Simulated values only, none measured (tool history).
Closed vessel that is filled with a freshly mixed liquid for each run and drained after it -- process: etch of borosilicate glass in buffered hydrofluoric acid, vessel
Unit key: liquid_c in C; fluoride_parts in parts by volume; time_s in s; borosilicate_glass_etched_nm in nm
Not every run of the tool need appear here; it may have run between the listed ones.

run 1 hour=0.0 | liquid_c=23.0 fluoride_parts=10.0 time_s=85 | borosilicate_glass_etched_nm=101.120
run 2 hour=8.4 | liquid_c=23.0 fluoride_parts=10.0 time_s=85 | borosilicate_glass_etched_nm=100.960
run 3 hour=11.0 | liquid_c=24.0 fluoride_parts=9.5 time_s=85 | borosilicate_glass_etched_nm=109.440
run 4 hour=19.8 | liquid_c=24.0 fluoride_parts=9.5 time_s=85 | borosilicate_glass_etched_nm=110.120
run 5 hour=24.0 | liquid_c=24.0 fluoride_parts=11.5 time_s=85 | borosilicate_glass_etched_nm=92.940
run 6 hour=25.2 | liquid_c=24.0 fluoride_parts=12.5 time_s=85 | borosilicate_glass_etched_nm=85.436
run 7 hour=30.3 | liquid_c=25.0 fluoride_parts=12.0 time_s=85 | borosilicate_glass_etched_nm=93.708
run 8 hour=35.2 | liquid_c=25.0 fluoride_parts=12.0 time_s=85 | borosilicate_glass_etched_nm=93.476
run 9 hour=43.5 | liquid_c=25.5 fluoride_parts=11.5 time_s=85 | borosilicate_glass_etched_nm=99.785
run 10 hour=52.1 | liquid_c=29.5 fluoride_parts=8.5 time_s=85 | borosilicate_glass_etched_nm=161.060

Forecast run 11:
run 11 hour=59.0 | liquid_c=30.5 fluoride_parts=8.0 time_s=85 | borosilicate_glass_etched_nm=?

borosilicate_glass_etched_nm: 181.530 nm

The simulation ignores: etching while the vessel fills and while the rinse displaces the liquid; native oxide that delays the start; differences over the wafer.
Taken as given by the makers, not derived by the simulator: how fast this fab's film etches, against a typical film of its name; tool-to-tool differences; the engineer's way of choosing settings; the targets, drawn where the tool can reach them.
